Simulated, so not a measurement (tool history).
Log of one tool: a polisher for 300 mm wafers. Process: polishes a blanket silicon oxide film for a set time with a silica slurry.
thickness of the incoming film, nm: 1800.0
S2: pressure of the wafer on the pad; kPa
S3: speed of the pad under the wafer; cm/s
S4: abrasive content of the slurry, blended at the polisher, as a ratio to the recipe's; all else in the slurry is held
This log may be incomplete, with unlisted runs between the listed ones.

Run 1, day 0: flow of slurry (ml/min) 250, S2 31 kPa, S3 110 cm/s, S4 1, polishing time (s) 100. Result: film removed (nm) 286.66.
Run 2, day 0.096: flow of slurry (ml/min) 250, S2 31 kPa, S3 110 cm/s, S4 0.9, polishing time (s) 100. Result: film removed (nm) 259.54.
Run 3, day 0.162: flow of slurry (ml/min) 220, S2 31 kPa, S3 110 cm/s, S4 0.9, polishing time (s) 100. Result: film removed (nm) 260.02.
Run 4, day 0.371: flow of slurry (ml/min) 220, S2 31 kPa, S3 110 cm/s, S4 0.9, polishing time (s) 100. Result: film removed (nm) 265.44.
Run 5, day 0.504: flow of slurry (ml/min) 220, S2 36.5 kPa, S3 110 cm/s, S4 0.9, polishing time (s) 100. Result: film removed (nm) 298.59.
Run 6, day 0.733: flow of slurry (ml/min) 220, S2 31.7 kPa, S3 110 cm/s, S4 0.9, polishing time (s) 100. Result: film removed (nm) 271.01.

What will run 7 give?
Run 7, day 0.933: flow of slurry (ml/min) 220, S2 33.1 kPa, S3 110 cm/s, S4 0.9, polishing time (s) 100. Result: film removed (nm) ?.

{"run 7": {"film removed (nm)": 272.2}}
